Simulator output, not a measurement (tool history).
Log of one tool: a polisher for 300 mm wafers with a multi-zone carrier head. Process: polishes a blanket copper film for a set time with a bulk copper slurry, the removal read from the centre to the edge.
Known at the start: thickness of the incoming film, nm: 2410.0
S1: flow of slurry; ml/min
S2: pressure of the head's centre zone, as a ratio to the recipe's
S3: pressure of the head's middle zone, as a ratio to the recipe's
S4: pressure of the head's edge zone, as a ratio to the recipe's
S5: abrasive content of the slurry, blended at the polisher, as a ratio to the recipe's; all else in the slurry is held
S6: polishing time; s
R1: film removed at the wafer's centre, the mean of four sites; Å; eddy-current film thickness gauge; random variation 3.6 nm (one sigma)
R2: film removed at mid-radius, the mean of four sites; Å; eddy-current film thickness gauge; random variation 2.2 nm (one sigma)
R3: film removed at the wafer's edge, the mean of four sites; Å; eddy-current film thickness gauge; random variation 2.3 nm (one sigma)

run  hour   S1    S2    S3    S4    S5  S6      R1      R2      R3
  1     0  260     1     1     1     1  67    4961  4946.3  4902.4
  2   8.1  260  1.05     1     1     1  67    5272  4946.6  4937.2
  3   9.5  260  1.05     1     1   1.1  67  5334.7  5129.8  4998.8
  4  13.8  210  1.05     1     1   1.1  67  5141.5    4868  4898.4
  5  22.1  215  1.04  0.99  0.97  0.95  60  4400.4  4196.7  4186.2
  6  26.8  215  1.04  0.97  0.94  0.85  56  3983.7  3786.4  3681.1
  7  30.5  205  1.03  0.94  0.92  0.75  54    3636  3373.7  3427.8
  8  34.5  210  1.03  0.93   0.9   0.7  52  3394.4  3096.8  3158.1

Run 9 comes next. What will it give?
  9  39.7  210  1.03  0.93  0.88  0.65  52   ?   ?   ?

R1: 3322.8 Å
R2: 3092.1 Å
R3: 3071.8 Å
